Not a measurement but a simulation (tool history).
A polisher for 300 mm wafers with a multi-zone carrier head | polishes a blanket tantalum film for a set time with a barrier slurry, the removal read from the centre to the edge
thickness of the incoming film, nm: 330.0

| run | hour | flow of slurry (ml/min) | pressure of the head's centre zone | pressure of the head's middle zone | pressure of the head's edge zone | abrasive content of the slurry | polishing time (s) | film removed at the wafer's centre (Å) | film removed at mid-radius (Å) | film removed at the wafer's edge (Å) |
|---|---|---|---|---|---|---|---|---|---|---|
| 1 | 0 | 140 | 1 | 1 | 1 | 1 | 47 | 625.51 | 608.3 | 588.25 |
| 2 | 3.8 | 140 | 1 | 1 | 1 | 1 | 56 | 758.43 | 722.38 | 698.91 |
| 3 | 9.7 | 150 | 0.99 | 1.01 | 1.03 | 1 | 56 | 741.66 | 739.36 | 721.79 |
| 4 | 13.6 | 150 | 0.99 | 1.01 | 1.03 | 0.8 | 56 | 708.57 | 687.77 | 660.4 |
| 5 | 22.2 | 170 | 0.99 | 1.01 | 1.03 | 0.8 | 56 | 717.06 | 707.39 | 683.6 |
| 6 | 25 | 175 | 0.99 | 1.02 | 1.05 | 0.85 | 56 | 740.11 | 732.61 | 712.07 |
| 7 | 29.7 | 180 | 0.99 | 1.03 | 1.07 | 0.85 | 56 | 738.16 | 741.02 | 718.5 |
|  | 37.2 | edge zone pressure recalibrated |
| 8 | 37.2 | 185 | 0.99 | 1.04 | 1.08 | 0.9 | 56 | 757.48 | 760.73 | 760.66 |
| 9 | 38 | 190 | 0.99 | 1.05 | 1.08 | 0.9 | 56 | 743.62 | 775.81 | 772.85 |

The next listed run, before its measurement:
| 10 | 46.6 | 195 | 1 | 1.06 | 1.08 | 0.9 | 56 | ? | ? | ? |

Run 10 gave film removed at the wafer's centre (Å) 765.68, film removed at mid-radius (Å) 784.65, film removed at the wafer's edge (Å) 773.17.
